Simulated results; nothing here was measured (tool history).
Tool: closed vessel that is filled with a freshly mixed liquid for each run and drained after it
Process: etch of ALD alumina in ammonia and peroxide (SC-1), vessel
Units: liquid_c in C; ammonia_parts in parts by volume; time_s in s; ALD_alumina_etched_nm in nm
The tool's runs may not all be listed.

run	day	liquid_c	ammonia_parts	time_s	ALD_alumina_etched_nm
1	0	49	0.9	350	23.175
2	0.304	49	0.9	350	23.245
3	0.371	49	0.9	350	23.322
4	0.725	51.5	0.9	350	26.603
5	0.983	51.5	0.8	350	26.325
6	1.154	53	0.8	350	28.694
7	1.292	54	0.8	350	30.324
8	1.558	55	0.8	350	31.87
9	1.746	55	0.8	350	31.734

What does the tool deliver on the next run?
10	1.904	56	0.8	350	?

Run 10 came out at ALD_alumina_etched_nm 33.784 nm.
